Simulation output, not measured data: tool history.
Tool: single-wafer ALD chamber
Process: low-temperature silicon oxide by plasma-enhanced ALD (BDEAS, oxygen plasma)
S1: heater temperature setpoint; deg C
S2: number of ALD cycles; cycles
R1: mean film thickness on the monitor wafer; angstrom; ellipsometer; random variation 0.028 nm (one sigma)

run 1 day=0.000 | S1=95 S2=46 | R1=63.427
run 2 day=0.321 | S1=95 S2=53 | R1=73.586
run 3 day=0.521 | S1=95 S2=58 | R1=80.983
run 4 day=0.629 | S1=95 S2=52 | R1=71.481
run 5 day=0.921 | S1=95 S2=48 | R1=66.710
run 6 day=1.271 | S1=97 S2=47 | R1=64.953
run 7 day=1.592 | S1=98 S2=46 | R1=63.200

Forecast run 8:
run 8 day=1.683 | S1=99 S2=45 | R1=?

R1: 61.573 angstrom

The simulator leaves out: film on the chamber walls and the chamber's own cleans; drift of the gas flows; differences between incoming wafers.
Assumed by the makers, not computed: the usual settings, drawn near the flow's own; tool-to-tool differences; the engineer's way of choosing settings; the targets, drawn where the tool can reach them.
